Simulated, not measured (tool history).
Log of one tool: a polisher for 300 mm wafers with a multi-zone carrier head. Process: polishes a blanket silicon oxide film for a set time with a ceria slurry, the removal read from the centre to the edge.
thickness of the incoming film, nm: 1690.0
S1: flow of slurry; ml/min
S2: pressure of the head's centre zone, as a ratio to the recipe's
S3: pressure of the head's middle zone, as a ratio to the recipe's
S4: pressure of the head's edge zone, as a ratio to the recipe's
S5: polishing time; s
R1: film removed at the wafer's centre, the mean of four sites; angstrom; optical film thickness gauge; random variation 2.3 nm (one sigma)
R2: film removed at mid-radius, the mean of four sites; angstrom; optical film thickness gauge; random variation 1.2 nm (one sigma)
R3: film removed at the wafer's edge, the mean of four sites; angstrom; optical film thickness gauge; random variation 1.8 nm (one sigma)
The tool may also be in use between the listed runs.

Run 1, hour 0.0: S1 255 ml/min, S2 1.00, S3 1.00, S4 1.00, S5 78 s. Result: R1 2402.9 angstrom, R2 2298.4 angstrom, R3 2357.5 angstrom.
Run 2, hour 1.1: S1 255 ml/min, S2 1.01, S3 0.98, S4 0.95, S5 72 s. Result: R1 2268.9 angstrom, R2 2122.0 angstrom, R3 2112.8 angstrom.
Run 3, hour 7.7: S1 255 ml/min, S2 0.95, S3 0.98, S4 0.95, S5 72 s. Result: R1 2128.0 angstrom, R2 2075.0 angstrom, R3 2079.5 angstrom.
Run 4, hour 13.7: S1 255 ml/min, S2 0.95, S3 0.92, S4 0.95, S5 72 s. Result: R1 2086.1 angstrom, R2 2018.8 angstrom, R3 2151.9 angstrom.
Run 5, hour 22.1: S1 255 ml/min, S2 1.02, S3 0.92, S4 0.95, S5 72 s. Result: R1 2202.0 angstrom, R2 2006.2 angstrom, R3 2095.5 angstrom.
Run 6, hour 27.5: S1 245 ml/min, S2 1.03, S3 0.90, S4 0.91, S5 69 s. Result: R1 2172.6 angstrom, R2 1871.8 angstrom, R3 1975.2 angstrom.

Forecast run 7:
Run 7, hour 35.7: S1 240 ml/min, S2 1.02, S3 0.90, S4 0.88, S5 67 s. Result: R1 ?, R2 ?, R3 ?.

Run 7 gave R1 2062.1 angstrom, R2 1813.0 angstrom, R3 1865.2 angstrom.

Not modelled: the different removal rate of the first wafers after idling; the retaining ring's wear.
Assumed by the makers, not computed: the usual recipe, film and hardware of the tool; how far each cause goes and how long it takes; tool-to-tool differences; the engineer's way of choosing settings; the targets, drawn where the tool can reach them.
